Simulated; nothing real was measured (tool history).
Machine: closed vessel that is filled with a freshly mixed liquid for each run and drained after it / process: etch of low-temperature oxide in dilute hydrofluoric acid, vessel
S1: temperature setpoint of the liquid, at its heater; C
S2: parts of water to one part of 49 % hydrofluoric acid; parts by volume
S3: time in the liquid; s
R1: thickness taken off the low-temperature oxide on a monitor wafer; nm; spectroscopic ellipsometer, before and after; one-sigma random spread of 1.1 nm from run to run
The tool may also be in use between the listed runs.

run  hour    S1   S2    S3      R1
  1     0    24  235  2155  82.297
  2   6.8    24  190  2155  104.77
  3  13.8  24.5  190  2155  110.18
  4  16.1    25  190  2155  111.97
  5  18.8  25.5  190  2155   111.5
  6  25.8    24  190  2155  107.51

The next listed run, before its measurement:
  7  27.1  24.5  190  2155   ?

{"run 7": {"R1": 105.35}}

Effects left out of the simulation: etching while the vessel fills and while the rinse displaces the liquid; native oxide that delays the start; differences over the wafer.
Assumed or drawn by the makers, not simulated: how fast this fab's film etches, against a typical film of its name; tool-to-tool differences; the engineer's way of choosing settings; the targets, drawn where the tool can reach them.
